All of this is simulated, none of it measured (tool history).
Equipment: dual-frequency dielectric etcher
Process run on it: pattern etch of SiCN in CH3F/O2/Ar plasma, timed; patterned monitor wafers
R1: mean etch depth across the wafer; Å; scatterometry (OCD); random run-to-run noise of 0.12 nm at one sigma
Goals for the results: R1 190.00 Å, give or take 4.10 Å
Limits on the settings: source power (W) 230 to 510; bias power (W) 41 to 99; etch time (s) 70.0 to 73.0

{"run": 1, "hour": 0.0, "source power (W)": 370, "bias power (W)": 70, "etch time (s)": 70.0, "R1": 249.08}
{"run": 2, "hour": 1.9, "source power (W)": 370, "bias power (W)": 65, "etch time (s)": 70.0, "R1": 239.42}
{"run": 3, "hour": 2.8, "source power (W)": 370, "bias power (W)": 54, "etch time (s)": 70.0, "R1": 222.27}
{"run": 4, "hour": 7.6, "source power (W)": 370, "bias power (W)": 54, "etch time (s)": 73.0, "R1": 229.21}
{"hour": 11.9, "done": "wet clean of the chamber"}
{"run": 5, "hour": 11.9, "source power (W)": 340, "bias power (W)": 51, "etch time (s)": 73.0, "R1": 211.81}
{"run": 6, "hour": 17.0, "source power (W)": 320, "bias power (W)": 51, "etch time (s)": 73.0, "R1": 204.41}
{"run": 7, "hour": 25.3, "source power (W)": 310, "bias power (W)": 51, "etch time (s)": 73.0, "R1": 202.62}
{"run": 8, "hour": 32.2, "source power (W)": 300, "bias power (W)": 51, "etch time (s)": 73.0, "R1": 199.22}

Which one of the following 5 next-run settings gets every result inside its allowed miss? There is exactly one.
{"run": "A", "hour": 39.1, "source power (W)": 290, "bias power (W)": 46, "etch time (s)": 70.0, "R1": "?"}
{"run": "B", "hour": 39.1, "source power (W)": 320, "bias power (W)": 41, "etch time (s)": 71.0, "R1": "?"}
{"run": "C", "hour": 39.1, "source power (W)": 310, "bias power (W)": 43, "etch time (s)": 73.0, "R1": "?"}
{"run": "D", "hour": 39.1, "source power (W)": 340, "bias power (W)": 46, "etch time (s)": 72.5, "R1": "?"}
{"run": "E", "hour": 39.1, "source power (W)": 310, "bias power (W)": 58, "etch time (s)": 72.0, "R1": "?"}

move=A R1=179.37
move=B R1=183.03
move=C R1=188.62
move=D R1=202.00
move=E R1=210.21
A: pushes the last run's worst result past its target
B: pushes the last run's worst result past its target
C: hits every target within its allowed miss
D: lands further from the targets than the last run did
E: lands further from the targets than the last run did
Go with C: it meets all targets.
